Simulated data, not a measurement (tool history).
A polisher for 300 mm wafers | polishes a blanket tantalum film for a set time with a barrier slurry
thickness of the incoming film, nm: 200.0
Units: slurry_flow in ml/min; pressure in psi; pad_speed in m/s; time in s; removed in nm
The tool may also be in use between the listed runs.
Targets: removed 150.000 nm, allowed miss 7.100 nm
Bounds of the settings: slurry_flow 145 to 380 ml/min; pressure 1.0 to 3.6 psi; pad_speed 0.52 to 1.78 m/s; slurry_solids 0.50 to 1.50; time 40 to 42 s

run	hour	slurry_flow	pressure	pad_speed	slurry_solids	time	removed
1	0.0	245	2.3	1.14	1.00	40	95.037
2	7.2	295	2.3	1.14	1.00	40	93.204
3	8.6	345	2.3	1.14	1.00	40	94.130
4	9.3	380	2.3	1.14	1.00	40	92.911
5	14.6	380	2.3	1.14	1.00	40	92.993
6	17.0	380	2.6	1.16	1.00	40	109.030
7	23.8	380	2.8	1.16	1.00	40	119.310
8	24.7	380	2.8	1.16	1.00	40	118.460

Which of these 5 next moves meets every target?
A	25.6	350	3.6	1.16	1.15	42	?
B	25.6	380	2.8	1.06	1.00	40	?
C	25.6	365	3.3	1.38	1.00	42	?
D	25.6	295	3.3	1.26	0.85	42	?
E	25.6	325	2.3	1.56	0.95	42	?

move	removed
A	161.750
B	107.530
C	170.700
D	147.830
E	132.950
A: takes the result that was furthest off past its target
B: further off than the last run
C: takes the result that was furthest off past its target
D: meets every target
E: nearer than the last run, and not there yet
Move D is the one to make.

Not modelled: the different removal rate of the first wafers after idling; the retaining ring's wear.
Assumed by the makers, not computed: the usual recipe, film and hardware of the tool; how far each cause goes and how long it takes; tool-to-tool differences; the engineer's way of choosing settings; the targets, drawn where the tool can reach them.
